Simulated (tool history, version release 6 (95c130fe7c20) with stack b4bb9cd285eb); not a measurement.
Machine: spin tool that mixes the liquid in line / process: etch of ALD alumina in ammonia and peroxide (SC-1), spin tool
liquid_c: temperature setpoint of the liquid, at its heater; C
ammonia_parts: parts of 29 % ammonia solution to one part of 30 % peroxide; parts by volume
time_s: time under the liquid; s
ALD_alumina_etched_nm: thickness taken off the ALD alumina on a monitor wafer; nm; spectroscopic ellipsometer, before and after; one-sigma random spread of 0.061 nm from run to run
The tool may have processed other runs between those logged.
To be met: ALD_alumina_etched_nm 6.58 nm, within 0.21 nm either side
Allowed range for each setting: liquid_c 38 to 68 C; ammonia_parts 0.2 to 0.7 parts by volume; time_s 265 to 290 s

{"run": 1, "hour": 0.0, "liquid_c": 52, "ammonia_parts": 0.4, "time_s": 265, "ALD_alumina_etched_nm": 13.037}
{"run": 2, "hour": 1.8, "liquid_c": 52, "ammonia_parts": 0.4, "time_s": 290, "ALD_alumina_etched_nm": 14.217}
{"run": 3, "hour": 10.5, "liquid_c": 49.5, "ammonia_parts": 0.4, "time_s": 290, "ALD_alumina_etched_nm": 12.207}
{"run": 4, "hour": 18.5, "liquid_c": 49.5, "ammonia_parts": 0.4, "time_s": 290, "ALD_alumina_etched_nm": 12.26}
{"run": 5, "hour": 22.1, "liquid_c": 47.5, "ammonia_parts": 0.4, "time_s": 290, "ALD_alumina_etched_nm": 11.284}
{"run": 6, "hour": 29.6, "liquid_c": 42.5, "ammonia_parts": 0.4, "time_s": 290, "ALD_alumina_etched_nm": 8.2523}
{"run": 7, "hour": 30.2, "liquid_c": 42, "ammonia_parts": 0.4, "time_s": 290, "ALD_alumina_etched_nm": 7.9946}
{"run": 8, "hour": 38.6, "liquid_c": 41.5, "ammonia_parts": 0.4, "time_s": 290, "ALD_alumina_etched_nm": 7.9643}
{"run": 9, "hour": 40.9, "liquid_c": 41, "ammonia_parts": 0.4, "time_s": 290, "ALD_alumina_etched_nm": 7.5203}
{"run": 10, "hour": 45.7, "liquid_c": 40.5, "ammonia_parts": 0.4, "time_s": 290, "ALD_alumina_etched_nm": 7.3809}

Which of these 5 next moves meets every target?
{"run": "A", "hour": 50.5, "liquid_c": 39.5, "ammonia_parts": 0.5, "time_s": 290, "ALD_alumina_etched_nm": "?"}
{"run": "B", "hour": 50.5, "liquid_c": 38.5, "ammonia_parts": 0.3, "time_s": 270, "ALD_alumina_etched_nm": "?"}
{"run": "C", "hour": 50.5, "liquid_c": 44, "ammonia_parts": 0.45, "time_s": 290, "ALD_alumina_etched_nm": "?"}
{"run": "D", "hour": 50.5, "liquid_c": 39.5, "ammonia_parts": 0.55, "time_s": 265, "ALD_alumina_etched_nm": "?"}
{"run": "E", "hour": 50.5, "liquid_c": 41, "ammonia_parts": 0.4, "time_s": 265, "ALD_alumina_etched_nm": "?"}

move=A ALD_alumina_etched_nm=7.1646
move=B ALD_alumina_etched_nm=5.9864
move=C ALD_alumina_etched_nm=9.2196
move=D ALD_alumina_etched_nm=6.6068
move=E ALD_alumina_etched_nm=7.0011
A: nearer than the last run, and not there yet
B: the result that was furthest off in the last run now lies on the other side of its target
C: the biggest miss grows against the last run
D: every result lands within tolerance
E: nearer than the last run, and not there yet
The right move is D.
